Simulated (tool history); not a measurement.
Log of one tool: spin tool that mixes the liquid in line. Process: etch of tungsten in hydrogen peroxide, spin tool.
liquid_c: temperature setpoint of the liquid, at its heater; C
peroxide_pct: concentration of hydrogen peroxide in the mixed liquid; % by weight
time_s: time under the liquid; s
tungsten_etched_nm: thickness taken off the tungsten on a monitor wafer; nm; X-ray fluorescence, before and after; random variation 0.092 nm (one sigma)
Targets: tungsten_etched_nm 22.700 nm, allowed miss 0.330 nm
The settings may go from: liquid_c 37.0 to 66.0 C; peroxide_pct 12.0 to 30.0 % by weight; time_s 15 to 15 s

run	hour	liquid_c	peroxide_pct	time_s	tungsten_etched_nm
1	0.0	53.0	21.0	15	25.330
2	2.9	52.5	21.0	15	24.674
3	5.0	57.0	21.0	15	32.430
4	10.6	55.5	21.0	15	29.779
5	12.2	55.5	22.5	15	30.705
6	19.1	54.5	22.5	15	29.079
7	22.3	53.5	22.5	15	27.279
8	26.8	53.0	22.5	15	26.469
9	31.3	50.0	22.5	15	21.962
10	32.6	50.0	22.5	15	21.853

4 next moves are on the table. One of them brings every result within its allowed miss. Which?
A	33.9	52.0	19.0	15	?
B	33.9	50.0	21.0	15	?
C	33.9	50.0	20.5	15	?
D	33.9	47.5	26.0	15	?

move	tungsten_etched_nm
A	22.780
B	21.190
C	20.936
D	20.190
A: meets every target
B: further off than the last run
C: further off than the last run
D: further off than the last run
Answer: A

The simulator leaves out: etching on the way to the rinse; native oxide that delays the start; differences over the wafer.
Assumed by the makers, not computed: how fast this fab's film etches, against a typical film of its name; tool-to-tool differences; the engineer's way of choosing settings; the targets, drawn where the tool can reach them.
